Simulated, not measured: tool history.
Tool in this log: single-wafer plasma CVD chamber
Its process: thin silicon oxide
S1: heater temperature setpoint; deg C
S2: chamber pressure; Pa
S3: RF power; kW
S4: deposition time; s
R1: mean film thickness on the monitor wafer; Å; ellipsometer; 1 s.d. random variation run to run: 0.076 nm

{"run": 1, "hour": 0.0, "S1": 420, "S2": 123.5, "S3": 0.275, "S4": 5.88, "R1": 118.29}
{"run": 2, "hour": 7.4, "S1": 420, "S2": 128.4, "S3": 0.275, "S4": 5.88, "R1": 122.71}
{"run": 3, "hour": 8.2, "S1": 420, "S2": 106.7, "S3": 0.275, "S4": 5.88, "R1": 102.86}
{"run": 4, "hour": 14.2, "S1": 420, "S2": 113.6, "S3": 0.275, "S4": 5.88, "R1": 109.2}
{"run": 5, "hour": 15.9, "S1": 420, "S2": 113.6, "S3": 0.31, "S4": 5.88, "R1": 115.11}
{"run": 6, "hour": 16.8, "S1": 420, "S2": 124.8, "S3": 0.31, "S4": 5.88, "R1": 126.05}
{"run": 7, "hour": 24.4, "S1": 420, "S2": 127.6, "S3": 0.31, "S4": 5.88, "R1": 128.11}
{"run": 8, "hour": 25.1, "S1": 420, "S2": 130.1, "S3": 0.31, "S4": 5.88, "R1": 132.59}
{"run": 9, "hour": 26.8, "S1": 420, "S2": 131.7, "S3": 0.31, "S4": 5.88, "R1": 131.61}
{"run": 10, "hour": 28.9, "S1": 420, "S2": 133.7, "S3": 0.31, "S4": 5.88, "R1": 133.24}
{"run": 11, "hour": 29.5, "S1": 420, "S2": 135.5, "S3": 0.31, "S4": 5.88, "R1": 135.07}
{"run": 12, "hour": 37.1, "S1": 420, "S2": 136.9, "S3": 0.31, "S4": 5.88, "R1": 137.03}

For run 13, what comes out?
{"run": 13, "hour": 44.4, "S1": 420, "S2": 138.0, "S3": 0.31, "S4": 5.88, "R1": "?"}

Logged for run 13: R1 137.57 Å.

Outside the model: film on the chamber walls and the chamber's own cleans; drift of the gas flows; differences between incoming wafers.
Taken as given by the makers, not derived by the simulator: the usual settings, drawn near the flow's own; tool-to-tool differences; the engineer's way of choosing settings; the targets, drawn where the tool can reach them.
